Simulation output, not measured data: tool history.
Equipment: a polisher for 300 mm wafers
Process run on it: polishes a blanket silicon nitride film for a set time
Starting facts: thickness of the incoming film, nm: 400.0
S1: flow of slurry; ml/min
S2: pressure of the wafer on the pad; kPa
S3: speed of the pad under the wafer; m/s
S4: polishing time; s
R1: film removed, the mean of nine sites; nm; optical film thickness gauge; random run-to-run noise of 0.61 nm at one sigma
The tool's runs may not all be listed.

| run | day | S1 | S2 | S3 | S4 | R1 |
|---|---|---|---|---|---|---|
| 1 | 0.000 | 150 | 32.4 | 1.02 | 28 | 56.881 |
| 2 | 0.371 | 150 | 26.2 | 1.02 | 28 | 47.686 |
| 3 | 0.704 | 170 | 26.2 | 1.02 | 28 | 46.905 |
| 4 | 1.000 | 170 | 25.5 | 1.02 | 28 | 45.484 |
| 5 | 1.050 | 170 | 24.1 | 1.02 | 28 | 43.680 |
| 6 | 1.288 | 170 | 16.5 | 1.02 | 28 | 30.457 |
| 7 | 1.608 | 170 | 17.2 | 1.02 | 28 | 31.559 |

Run 8 comes next. What will it give?
| 8 | 1.667 | 170 | 17.9 | 1.02 | 28 | ? |

R1: 33.521 nm
